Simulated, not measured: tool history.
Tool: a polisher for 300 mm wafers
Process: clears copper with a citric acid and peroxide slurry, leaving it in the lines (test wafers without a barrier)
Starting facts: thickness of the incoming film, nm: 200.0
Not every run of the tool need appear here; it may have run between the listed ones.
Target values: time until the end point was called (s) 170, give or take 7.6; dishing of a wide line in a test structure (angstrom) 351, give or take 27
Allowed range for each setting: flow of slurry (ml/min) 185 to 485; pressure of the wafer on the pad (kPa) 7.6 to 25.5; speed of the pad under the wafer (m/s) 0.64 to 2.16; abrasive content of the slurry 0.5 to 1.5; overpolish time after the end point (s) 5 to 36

run,day,flow of slurry (ml/min),pressure of the wafer on the pad (kPa),speed of the pad under the wafer (m/s),abrasive content of the slurry,overpolish time after the end point (s),time until the end point was called (s),dishing of a wide line in a test structure (angstrom)
1,0,310,16.5,1.4,1,18,118.94,297.51
2,0.312,260,16.5,1.4,1,18,116.9,291.17
3,0.55,315,16.5,1.4,1,18,116.16,300.55
4,0.617,315,15.2,1.38,1,21,129.49,309.15
5,0.683,315,18.6,1.38,1,21,107.43,365.66
6,0.958,315,16.5,1.36,1,23,121.87,351.73
7,1.021,315,15.2,1.36,1,25,128.62,351.42
8,1.171,315,13.8,1.34,1,27,143.37,336.08
9,1.433,315,11,1.3,1,33,179.1,343.43

Below are 5 possible settings for the next run. Only one of them brings all results inside the allowed miss of their targets. Which is it?
A,1.696,325,11.7,1.16,0.95,36,?,?
B,1.696,320,13.1,1.12,0.85,35,?,?
C,1.696,265,10.3,1.42,0.8,35,?,?
D,1.696,340,11,1.42,1.05,27,?,?
E,1.696,325,11,1.42,0.85,32,?,?

move,time until the end point was called (s),dishing of a wide line in a test structure (angstrom)
A,189.21,345.91
B,179.93,354.79
C,181.66,346.31
D,161.69,308.76
E,166.81,346.58
A: misses by more than the last run did
B: misses by more than the last run did
C: misses by more than the last run did
D: the result that was furthest off in the last run now lies on the other side of its target
E: hits every target within its allowed miss
Answer: E
